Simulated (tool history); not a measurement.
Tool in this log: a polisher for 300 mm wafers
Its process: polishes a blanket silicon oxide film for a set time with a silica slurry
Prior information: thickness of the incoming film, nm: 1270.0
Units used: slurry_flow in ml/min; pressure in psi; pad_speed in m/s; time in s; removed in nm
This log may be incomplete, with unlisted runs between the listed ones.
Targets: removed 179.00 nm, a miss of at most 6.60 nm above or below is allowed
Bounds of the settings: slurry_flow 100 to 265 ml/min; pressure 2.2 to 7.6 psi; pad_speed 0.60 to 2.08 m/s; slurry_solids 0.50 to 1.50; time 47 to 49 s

run  hour  slurry_flow  pressure  pad_speed  slurry_solids  time  removed
  1   0.0          170       4.9       1.34           1.00    47   218.44
  2   7.3          170       4.7       1.34           1.00    47   209.64
  3  10.9          170       5.9       1.34           1.00    47   253.32
  4  17.1          155       5.9       1.34           1.00    47   250.07
  5  19.6          125       5.9       1.34           1.00    47   239.83
  6  25.2          125       5.6       1.34           1.00    47   225.81
  7  26.5          125       5.4       1.34           1.00    47   221.98
  8  34.9          125       5.2       1.34           1.00    47   214.71
  9  40.2          125       5.0       1.34           1.00    47   209.65
 10  44.9          125       4.8       1.34           1.00    47   199.64
 11  50.0          125       4.7       1.34           1.00    47   193.61
 12  52.6          125       4.6       1.34           1.00    47   195.84
 13  58.1          125       4.5       1.34           1.00    47   189.17

5 next moves are on the table. One of them brings every result within its allowed miss. Which?
  A  63.6          140       4.4       1.24           1.00    47        ?
  B  63.6          100       4.1       1.44           0.85    47        ?
  C  63.6          105       4.7       1.12           0.90    49        ?
  D  63.6          130       4.6       1.06           1.05    47        ?
  E  63.6          100       4.1       1.46           1.15    49        ?

move  removed
   A   178.42
   B   158.58
   C   159.05
   D   164.87
   E   196.85
A: every result lands within tolerance
B: moves the result that the last run missed by most past its target, out the other side
C: moves the result that the last run missed by most past its target, out the other side
D: moves the result that the last run missed by most past its target, out the other side
E: moves away from the targets compared with the last run
A meets every target.
